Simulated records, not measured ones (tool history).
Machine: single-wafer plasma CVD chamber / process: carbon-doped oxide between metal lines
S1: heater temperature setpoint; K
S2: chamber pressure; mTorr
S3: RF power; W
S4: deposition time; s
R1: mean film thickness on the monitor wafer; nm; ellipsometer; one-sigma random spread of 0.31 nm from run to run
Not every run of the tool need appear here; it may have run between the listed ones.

run  hour      S1    S2   S3    S4      R1
  1   0.0  628.15  6940  415  11.6  50.937
  2   2.4  624.15  6940  415  11.6  51.353
  3   7.4  624.15  6940  415  11.6  51.190
  4   8.8  616.15  6940  415  11.6  53.314
     15.2  -- capacitance manometer re-zeroed and calibrated
  5  15.2  614.15  7010  420  11.6  53.394
  6  19.4  614.15  6500  420  11.6  52.798

The next listed run, before its measurement:
  7  27.2  613.15  6810  425  11.6   ?

R1: 53.723 nm
